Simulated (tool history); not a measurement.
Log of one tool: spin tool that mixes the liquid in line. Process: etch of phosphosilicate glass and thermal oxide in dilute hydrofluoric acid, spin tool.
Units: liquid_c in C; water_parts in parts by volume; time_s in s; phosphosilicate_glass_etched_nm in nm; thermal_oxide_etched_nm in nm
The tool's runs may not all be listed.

run    day  liquid_c  water_parts  time_s  phosphosilicate_glass_etched_nm  thermal_oxide_etched_nm
  1  0.000      20.0          160      75                           23.381                   1.7272
  2  0.162      23.0          160      75                           26.439                   1.9596
  3  0.479      24.0          130      85                           39.221                   2.9377
  4  0.821      24.0          130      65                           30.322                   2.2619
  5  1.138      25.0          105      75                           46.648                   3.5033
  6  1.400      23.5          105      75                           44.287                   3.2536
  7  1.446      24.5           85      80                           61.473                   4.5950
  8  1.712      25.0           70      85                           83.077                   6.2225
  9  1.967      25.5           60      85                          101.040                   7.7507
 10  2.042      26.0           55      85                          112.700                   8.3148
 11  2.308      26.5           55      85                          114.120                   8.6468
 12  2.483      27.0           55      85                          115.700                   8.5705
 13  2.729      27.5           50      85                          133.030                   9.7058

The next listed run, before its measurement:
 14  2.854      28.0           50      85                                ?                        ?

Run 14 gave phosphosilicate_glass_etched_nm 134.050 nm, thermal_oxide_etched_nm 10.1020 nm.
